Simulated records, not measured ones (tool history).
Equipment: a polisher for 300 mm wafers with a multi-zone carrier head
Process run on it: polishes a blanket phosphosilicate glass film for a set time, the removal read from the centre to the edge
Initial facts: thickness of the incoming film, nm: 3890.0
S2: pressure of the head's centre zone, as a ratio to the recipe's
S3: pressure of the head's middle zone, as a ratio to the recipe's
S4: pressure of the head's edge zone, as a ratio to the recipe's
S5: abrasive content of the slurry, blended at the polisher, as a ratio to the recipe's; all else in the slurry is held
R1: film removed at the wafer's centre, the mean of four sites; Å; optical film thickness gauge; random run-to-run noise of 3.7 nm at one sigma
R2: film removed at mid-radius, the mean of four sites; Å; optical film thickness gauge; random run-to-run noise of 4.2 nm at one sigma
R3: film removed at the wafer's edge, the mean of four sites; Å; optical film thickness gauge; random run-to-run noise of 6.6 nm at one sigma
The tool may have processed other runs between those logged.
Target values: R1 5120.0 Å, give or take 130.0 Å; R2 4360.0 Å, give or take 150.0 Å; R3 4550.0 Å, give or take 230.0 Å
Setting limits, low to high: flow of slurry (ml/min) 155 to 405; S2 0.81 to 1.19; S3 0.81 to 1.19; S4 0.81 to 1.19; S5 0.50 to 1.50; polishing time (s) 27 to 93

run 1 hour=0.0 | flow_of_slurry_(ml/min)=260 S2=1.00 S3=1.00 S4=1.00 S5=1.00 polishing_time_(s)=59 | R1=5948.1 R2=5759.1 R3=5879.8
run 2 hour=3.4 | flow_of_slurry_(ml/min)=260 S2=1.00 S3=1.00 S4=1.00 S5=1.20 polishing_time_(s)=59 | R1=6310.8 R2=6084.1 R3=6235.7
run 3 hour=4.2 | flow_of_slurry_(ml/min)=300 S2=1.00 S3=1.00 S4=1.00 S5=1.20 polishing_time_(s)=59 | R1=6399.2 R2=6146.8 R3=6217.8
run 4 hour=5.1 | flow_of_slurry_(ml/min)=335 S2=1.00 S3=1.00 S4=1.00 S5=1.20 polishing_time_(s)=59 | R1=6484.7 R2=6296.2 R3=6302.2
run 5 hour=10.5 | flow_of_slurry_(ml/min)=335 S2=1.00 S3=1.00 S4=1.00 S5=1.20 polishing_time_(s)=48 | R1=5305.0 R2=4994.1 R3=5149.2
run 6 hour=14.5 | flow_of_slurry_(ml/min)=335 S2=1.00 S3=0.99 S4=0.98 S5=1.20 polishing_time_(s)=48 | R1=5299.3 R2=5021.1 R3=5199.0
run 7 hour=20.6 | flow_of_slurry_(ml/min)=340 S2=1.01 S3=0.99 S4=0.98 S5=1.15 polishing_time_(s)=48 | R1=5242.8 R2=4991.8 R3=5045.4
run 8 hour=25.5 | flow_of_slurry_(ml/min)=340 S2=1.02 S3=0.97 S4=0.97 S5=1.10 polishing_time_(s)=48 | R1=5181.6 R2=4863.3 R3=4909.9
run 9 hour=29.6 | flow_of_slurry_(ml/min)=340 S2=1.03 S3=0.95 S4=0.96 S5=1.10 polishing_time_(s)=48 | R1=5291.7 R2=4778.3 R3=4982.3
run 10 hour=30.4 | flow_of_slurry_(ml/min)=340 S2=1.04 S3=0.94 S4=0.95 S5=1.05 polishing_time_(s)=48 | R1=5238.2 R2=4602.3 R3=4889.0
run 11 hour=37.0 | flow_of_slurry_(ml/min)=340 S2=1.04 S3=0.94 S4=0.94 S5=1.05 polishing_time_(s)=48 | R1=5251.4 R2=4731.5 R3=4874.0

Consider the 5 candidate settings below. Which is the only one whose results all fall within their allowed miss of target?
run A hour=43.6 | flow_of_slurry_(ml/min)=240 S2=0.98 S3=0.85 S4=1.13 S5=1.20 polishing_time_(s)=46 | R1=? R2=? R3=?
run B hour=43.6 | flow_of_slurry_(ml/min)=340 S2=1.12 S3=0.87 S4=1.01 S5=1.05 polishing_time_(s)=44 | R1=? R2=? R3=?
run C hour=43.6 | flow_of_slurry_(ml/min)=265 S2=1.09 S3=0.96 S4=0.96 S5=0.80 polishing_time_(s)=50 | R1=? R2=? R3=?
run D hour=43.6 | flow_of_slurry_(ml/min)=315 S2=0.92 S3=0.83 S4=1.05 S5=1.10 polishing_time_(s)=49 | R1=? R2=? R3=?
run E hour=43.6 | flow_of_slurry_(ml/min)=360 S2=1.01 S3=0.86 S4=1.01 S5=1.15 polishing_time_(s)=47 | R1=? R2=? R3=?

move=A R1=4733.0 R2=4132.2 R3=4954.0
move=B R1=5154.8 R2=4006.3 R3=4426.7
move=C R1=5096.8 R2=4377.3 R3=4416.7
move=D R1=4784.0 R2=4350.2 R3=5071.7
move=E R1=5156.0 R2=4389.6 R3=4882.7
A: carries the result that was furthest off beyond its target, to the other side
B: carries the result that was furthest off beyond its target, to the other side
C: every result within its allowed miss
D: meets the target for the result that was furthest off, but another lies outside its allowed miss
E: meets the target for the result that was furthest off, but another lies outside its allowed miss
The right move is C.
